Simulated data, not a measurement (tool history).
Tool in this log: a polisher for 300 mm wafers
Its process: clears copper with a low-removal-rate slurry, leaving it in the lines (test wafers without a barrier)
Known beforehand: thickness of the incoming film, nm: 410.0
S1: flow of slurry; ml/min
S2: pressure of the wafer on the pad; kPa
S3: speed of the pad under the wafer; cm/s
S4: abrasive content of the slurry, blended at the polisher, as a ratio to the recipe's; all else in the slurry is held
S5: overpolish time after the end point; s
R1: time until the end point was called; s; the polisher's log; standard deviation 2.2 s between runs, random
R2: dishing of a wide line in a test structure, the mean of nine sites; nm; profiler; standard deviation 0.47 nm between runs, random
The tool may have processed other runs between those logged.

run,day,S1,S2,S3,S4,S5,R1,R2
1,0,150,21.4,114,1,23,140.66,44.1
2,0.175,150,21.4,142,1,23,114.96,51.827
3,0.346,145,18.6,134,1,26,138.74,49.03
4,0.629,130,18.6,134,1,26,141.65,48.326
5,0.667,130,20.7,134,1,26,128.4,52.632
6,0.738,130,20.7,106,1,26,158.09,44.224
7,1.033,125,18.6,106,1,28,174.33,43.142
8,1.296,120,16.5,106,1,30,199.53,40.627

Run 9, settings as shown, results not yet in. Your forecast:
9,1.521,115,15.2,106,1,32,?,?

R1: 214.63 s
R2: 39.961 nm

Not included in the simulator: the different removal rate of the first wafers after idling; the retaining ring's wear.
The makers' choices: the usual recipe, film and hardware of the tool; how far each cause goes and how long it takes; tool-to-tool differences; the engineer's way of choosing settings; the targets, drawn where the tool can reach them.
